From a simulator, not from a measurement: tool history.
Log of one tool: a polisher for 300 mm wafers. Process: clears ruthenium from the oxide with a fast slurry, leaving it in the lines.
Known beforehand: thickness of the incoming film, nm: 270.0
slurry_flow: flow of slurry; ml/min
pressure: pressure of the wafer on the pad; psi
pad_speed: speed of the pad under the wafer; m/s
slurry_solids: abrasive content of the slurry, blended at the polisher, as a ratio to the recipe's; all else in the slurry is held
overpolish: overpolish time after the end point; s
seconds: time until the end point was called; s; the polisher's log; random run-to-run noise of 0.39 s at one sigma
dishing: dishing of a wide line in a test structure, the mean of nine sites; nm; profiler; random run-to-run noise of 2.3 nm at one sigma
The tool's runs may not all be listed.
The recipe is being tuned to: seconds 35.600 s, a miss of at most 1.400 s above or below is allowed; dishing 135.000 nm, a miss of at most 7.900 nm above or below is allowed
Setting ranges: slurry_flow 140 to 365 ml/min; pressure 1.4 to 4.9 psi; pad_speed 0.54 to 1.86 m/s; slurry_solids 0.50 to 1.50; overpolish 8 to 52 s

{"run": 1, "hour": 0.0, "slurry_flow": 235, "pressure": 3.1, "pad_speed": 1.18, "slurry_solids": 1.0, "overpolish": 26, "seconds": 39.032, "dishing": 97.95}
{"run": 2, "hour": 4.0, "slurry_flow": 235, "pressure": 3.1, "pad_speed": 1.3, "slurry_solids": 1.0, "overpolish": 26, "seconds": 35.837, "dishing": 103.34}
{"run": 3, "hour": 9.2, "slurry_flow": 235, "pressure": 2.6, "pad_speed": 1.3, "slurry_solids": 1.0, "overpolish": 26, "seconds": 42.98, "dishing": 89.957}
{"run": 4, "hour": 16.6, "slurry_flow": 270, "pressure": 2.6, "pad_speed": 1.3, "slurry_solids": 1.0, "overpolish": 26, "seconds": 41.078, "dishing": 93.19}
{"run": 5, "hour": 23.7, "slurry_flow": 275, "pressure": 2.7, "pad_speed": 1.3, "slurry_solids": 1.0, "overpolish": 29, "seconds": 39.976, "dishing": 104.75}
{"run": 6, "hour": 30.7, "slurry_flow": 275, "pressure": 3.3, "pad_speed": 1.3, "slurry_solids": 1.0, "overpolish": 29, "seconds": 32.772, "dishing": 114.52}
{"run": 7, "hour": 36.5, "slurry_flow": 270, "pressure": 3.2, "pad_speed": 1.3, "slurry_solids": 1.0, "overpolish": 32, "seconds": 33.974, "dishing": 115.22}
{"run": 8, "hour": 38.8, "slurry_flow": 270, "pressure": 3.2, "pad_speed": 1.3, "slurry_solids": 1.0, "overpolish": 36, "seconds": 34.497, "dishing": 126.02}
{"run": 9, "hour": 39.6, "slurry_flow": 270, "pressure": 3.2, "pad_speed": 1.3, "slurry_solids": 1.0, "overpolish": 37, "seconds": 34.197, "dishing": 128.09}
{"run": 10, "hour": 45.3, "slurry_flow": 270, "pressure": 3.2, "pad_speed": 1.3, "slurry_solids": 1.0, "overpolish": 38, "seconds": 33.692, "dishing": 122.2}

Pick the move, out of 5, that brings all results within their allowed miss; only one does.
{"run": "A", "hour": 51.0, "slurry_flow": 290, "pressure": 4.4, "pad_speed": 1.14, "slurry_solids": 0.75, "overpolish": 31, "seconds": "?", "dishing": "?"}
{"run": "B", "hour": 51.0, "slurry_flow": 275, "pressure": 3.1, "pad_speed": 1.44, "slurry_solids": 0.8, "overpolish": 45, "seconds": "?", "dishing": "?"}
{"run": "C", "hour": 51.0, "slurry_flow": 350, "pressure": 3.2, "pad_speed": 1.1, "slurry_solids": 0.9, "overpolish": 37, "seconds": "?", "dishing": "?"}
{"run": "D", "hour": 51.0, "slurry_flow": 275, "pressure": 3.2, "pad_speed": 1.16, "slurry_solids": 0.95, "overpolish": 35, "seconds": "?", "dishing": "?"}
{"run": "E", "hour": 51.0, "slurry_flow": 260, "pressure": 3.3, "pad_speed": 1.3, "slurry_solids": 0.9, "overpolish": 35, "seconds": "?", "dishing": "?"}

move=A seconds=32.386 dishing=115.400
move=B seconds=36.181 dishing=129.800
move=C seconds=40.335 dishing=112.930
move=D seconds=38.352 dishing=112.630
move=E seconds=35.009 dishing=117.890
A: moves away from the targets compared with the last run
B: all results in spec
C: moves away from the targets compared with the last run
D: moves away from the targets compared with the last run
E: moves away from the targets compared with the last run
The move that meets every target is B.

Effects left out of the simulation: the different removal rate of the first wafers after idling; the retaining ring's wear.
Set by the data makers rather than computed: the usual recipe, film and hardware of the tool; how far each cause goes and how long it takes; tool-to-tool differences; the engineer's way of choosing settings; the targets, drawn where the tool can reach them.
